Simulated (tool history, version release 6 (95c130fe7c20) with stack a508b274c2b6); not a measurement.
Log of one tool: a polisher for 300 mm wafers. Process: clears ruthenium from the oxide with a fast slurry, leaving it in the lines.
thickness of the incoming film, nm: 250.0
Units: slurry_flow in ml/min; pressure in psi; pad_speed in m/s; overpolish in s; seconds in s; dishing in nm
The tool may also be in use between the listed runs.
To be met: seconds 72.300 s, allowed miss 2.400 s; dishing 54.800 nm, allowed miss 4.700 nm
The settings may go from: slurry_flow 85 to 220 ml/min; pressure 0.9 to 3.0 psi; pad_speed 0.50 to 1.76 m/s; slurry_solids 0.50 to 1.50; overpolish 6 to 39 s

run	hour	slurry_flow	pressure	pad_speed	slurry_solids	overpolish	seconds	dishing
1	0.0	140	1.9	1.12	1.00	20	98.966	39.291
2	2.5	145	2.0	1.12	1.00	20	94.008	38.148
3	9.7	145	2.1	1.12	1.00	21	89.537	42.317
4	16.2	150	2.2	1.12	1.00	22	86.688	46.653
5	24.9	135	2.2	1.12	1.00	22	87.355	44.908
6	28.6	135	2.2	0.92	1.00	22	98.386	40.860
7	35.3	170	2.8	0.94	1.00	23	77.452	51.982
8	43.7	170	2.9	0.94	1.00	23	73.374	54.810

4 next moves are on the table. One of them brings every result within its allowed miss. Which?
A	52.1	160	2.8	0.84	1.15	27	?	?
B	52.1	170	2.9	1.00	0.90	28	?	?
C	52.1	190	2.6	1.00	1.05	31	?	?
D	52.1	150	3.0	1.12	0.85	23	?	?

move	seconds	dishing
A	78.326	60.364
B	77.102	62.672
C	76.509	67.656
D	73.275	56.336
A: further off than the last run
B: further off than the last run
C: further off than the last run
D: meets every target
Move D is the one to make.

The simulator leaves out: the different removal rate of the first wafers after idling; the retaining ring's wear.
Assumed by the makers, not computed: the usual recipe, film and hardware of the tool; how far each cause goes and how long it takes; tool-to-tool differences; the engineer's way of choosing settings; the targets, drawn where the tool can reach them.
